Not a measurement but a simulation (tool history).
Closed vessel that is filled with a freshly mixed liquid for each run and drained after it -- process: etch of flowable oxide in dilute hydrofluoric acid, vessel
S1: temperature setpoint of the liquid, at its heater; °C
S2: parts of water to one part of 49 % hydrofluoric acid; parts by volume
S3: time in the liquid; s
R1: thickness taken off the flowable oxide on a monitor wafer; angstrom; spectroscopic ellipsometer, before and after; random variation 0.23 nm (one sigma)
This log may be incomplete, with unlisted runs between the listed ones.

| run | hour | S1 | S2 | S3 | R1 |
|---|---|---|---|---|---|
| 1 | 0 | 21 | 65 | 30 | 204.08 |
| 2 | 4.2 | 21 | 50 | 30 | 270.33 |
| 3 | 7.8 | 22 | 50 | 30 | 280.68 |
| 4 | 8.8 | 22 | 40 | 30 | 355.13 |
| 5 | 10.7 | 22 | 25 | 30 | 575.68 |
| 6 | 13.5 | 21.5 | 25 | 30 | 567.65 |
| 7 | 21.4 | 21 | 25 | 30 | 548.18 |
| 8 | 25.6 | 20.5 | 25 | 30 | 542.12 |
| 9 | 32.9 | 17 | 35 | 30 | 328.88 |
| 10 | 41.7 | 17.5 | 35 | 30 | 337.42 |
| 11 | 47 | 18 | 35 | 30 | 343.62 |

For run 12, what comes out?
| 12 | 55.1 | 18.5 | 35 | 30 | ? |

{"run 12": {"R1": 350.01}}

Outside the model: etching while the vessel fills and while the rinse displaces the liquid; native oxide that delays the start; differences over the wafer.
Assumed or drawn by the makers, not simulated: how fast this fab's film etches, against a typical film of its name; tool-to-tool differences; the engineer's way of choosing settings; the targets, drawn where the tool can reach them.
